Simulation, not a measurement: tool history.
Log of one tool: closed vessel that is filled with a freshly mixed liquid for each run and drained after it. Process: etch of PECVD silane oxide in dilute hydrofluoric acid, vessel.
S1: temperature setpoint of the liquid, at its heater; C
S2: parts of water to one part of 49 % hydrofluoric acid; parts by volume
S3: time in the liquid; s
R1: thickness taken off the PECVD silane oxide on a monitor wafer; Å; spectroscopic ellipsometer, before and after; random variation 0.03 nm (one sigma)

run	day	S1	S2	S3	R1
1	0	26	110	105	167.16
2	0.167	26	110	105	167.42
3	0.404	25	110	105	161.49
4	0.446	25	110	115	176.32
5	0.812	24	115	115	161.52
6	1.121	26	115	115	174.52
7	1.283	25	120	115	160.17
8	1.638	24	125	115	146.61
9	1.721	23	130	115	134.5

Run 10 comes next. What will it give?
10	1.771	22.5	135	115	?

{"run 10": {"R1": 126.35}}
